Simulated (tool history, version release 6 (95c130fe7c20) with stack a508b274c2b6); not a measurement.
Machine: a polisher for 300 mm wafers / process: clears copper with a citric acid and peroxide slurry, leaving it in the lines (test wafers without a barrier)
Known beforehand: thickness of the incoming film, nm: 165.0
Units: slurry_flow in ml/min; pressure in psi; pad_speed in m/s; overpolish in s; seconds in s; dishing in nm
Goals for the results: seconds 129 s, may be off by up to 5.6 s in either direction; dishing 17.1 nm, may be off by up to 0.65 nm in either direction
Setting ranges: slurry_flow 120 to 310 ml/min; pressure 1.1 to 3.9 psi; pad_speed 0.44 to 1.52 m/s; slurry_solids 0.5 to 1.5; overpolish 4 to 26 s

Run 1, hour 0: slurry_flow 200 ml/min, pressure 2.5 psi, pad_speed 0.98 m/s, slurry_solids 1, overpolish 13 s. Result: seconds 101.03 s, dishing 13.249 nm.
Run 2, hour 5.8: slurry_flow 245 ml/min, pressure 2.5 psi, pad_speed 0.98 m/s, slurry_solids 1, overpolish 13 s. Result: seconds 98.273 s, dishing 13.518 nm.
Run 3, hour 7.4: slurry_flow 245 ml/min, pressure 2.5 psi, pad_speed 0.98 m/s, slurry_solids 0.8, overpolish 13 s. Result: seconds 105.89 s, dishing 12.703 nm.
Run 4, hour 13.6: slurry_flow 245 ml/min, pressure 2.3 psi, pad_speed 0.98 m/s, slurry_solids 0.8, overpolish 15 s. Result: seconds 116.1 s, dishing 13.222 nm.
Run 5, hour 20.5: slurry_flow 210 ml/min, pressure 2.3 psi, pad_speed 0.98 m/s, slurry_solids 0.8, overpolish 15 s. Result: seconds 118.06 s, dishing 13.038 nm.
Run 6, hour 21.3: slurry_flow 210 ml/min, pressure 2.2 psi, pad_speed 0.98 m/s, slurry_solids 0.8, overpolish 17 s. Result: seconds 122.48 s, dishing 13.98 nm.
Run 7, hour 22.7: slurry_flow 210 ml/min, pressure 2.2 psi, pad_speed 0.98 m/s, slurry_solids 0.8, overpolish 18 s. Result: seconds 124.72 s, dishing 14.386 nm.
Run 8, hour 27.6: slurry_flow 210 ml/min, pressure 2.2 psi, pad_speed 0.98 m/s, slurry_solids 0.8, overpolish 19 s. Result: seconds 122.33 s, dishing 15.245 nm.
Run 9, hour 34.3: slurry_flow 210 ml/min, pressure 2.2 psi, pad_speed 0.98 m/s, slurry_solids 0.8, overpolish 20 s. Result: seconds 124.38 s, dishing 15.592 nm.
Run 10, hour 35.4: slurry_flow 210 ml/min, pressure 2.2 psi, pad_speed 0.98 m/s, slurry_solids 0.8, overpolish 20 s. Result: seconds 124.14 s, dishing 15.596 nm.
Run 11, hour 36.6: slurry_flow 210 ml/min, pressure 2.2 psi, pad_speed 0.98 m/s, slurry_solids 0.8, overpolish 21 s. Result: seconds 122.39 s, dishing 15.957 nm.
Run 12, hour 39.8: slurry_flow 195 ml/min, pressure 2 psi, pad_speed 0.98 m/s, slurry_solids 0.8, overpolish 24 s. Result: seconds 137.01 s, dishing 16.738 nm.
Run 13, hour 47.4: slurry_flow 200 ml/min, pressure 2 psi, pad_speed 0.98 m/s, slurry_solids 0.8, overpolish 24 s. Result: seconds 134.91 s, dishing 16.338 nm.

Exactly one of the 4 candidate moves below puts every result within its allowed miss. Which one?
Run A, hour 55: slurry_flow 255 ml/min, pressure 1.6 psi, pad_speed 1.38 m/s, slurry_solids 0.8, overpolish 24 s. Result: seconds ?, dishing ?.
Run B, hour 55: slurry_flow 200 ml/min, pressure 1.9 psi, pad_speed 0.94 m/s, slurry_solids 0.8, overpolish 26 s. Result: seconds ?, dishing ?.
Run C, hour 55: slurry_flow 210 ml/min, pressure 2 psi, pad_speed 1.02 m/s, slurry_solids 0.85, overpolish 20 s. Result: seconds ?, dishing ?.
Run D, hour 55: slurry_flow 275 ml/min, pressure 2.1 psi, pad_speed 0.82 m/s, slurry_solids 0.75, overpolish 24 s. Result: seconds ?, dishing ?.

move  seconds  dishing
   A   128.64   17.105
   B   147.05   16.632
   C   129.07   15.173
   D   143.31   16.073
A: every result within its allowed miss
B: the worst result of the last run now meets its target, but another is out of spec
C: further off than the last run
D: further off than the last run
Correct choice: A, which meets every target
